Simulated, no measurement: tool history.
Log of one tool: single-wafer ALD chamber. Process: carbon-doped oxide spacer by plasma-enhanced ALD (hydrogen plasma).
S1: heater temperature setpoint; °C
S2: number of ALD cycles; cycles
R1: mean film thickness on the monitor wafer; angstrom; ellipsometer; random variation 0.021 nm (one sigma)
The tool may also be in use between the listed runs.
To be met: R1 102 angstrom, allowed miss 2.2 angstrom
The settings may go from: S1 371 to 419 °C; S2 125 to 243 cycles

run,hour,S1,S2,R1
1,0,395,184,90.494
2,1.9,385,184,90.05
3,7.2,385,188,92.466
4,10.1,385,191,93.779
5,12,385,194,95.133
6,19.9,385,182,89.208
7,22.4,385,186,90.953
8,31.4,385,189,92.882
9,39.4,385,192,93.939
10,41.9,385,195,95.922
11,42.8,385,197,96.461
12,45.8,385,199,97.937
13,51.4,385,200,97.946
14,57.4,385,201,98.479

4 next moves are on the table. One of them brings every result within its allowed miss. Which?
A,63.4,392,208,?
B,63.4,390,194,?
C,63.4,379,196,?
D,63.4,383,194,?

move,R1
A,102.15
B,95.277
C,96.259
D,95.277
A: meets every target
B: further off than the last run
C: further off than the last run
D: further off than the last run
The right move is A.
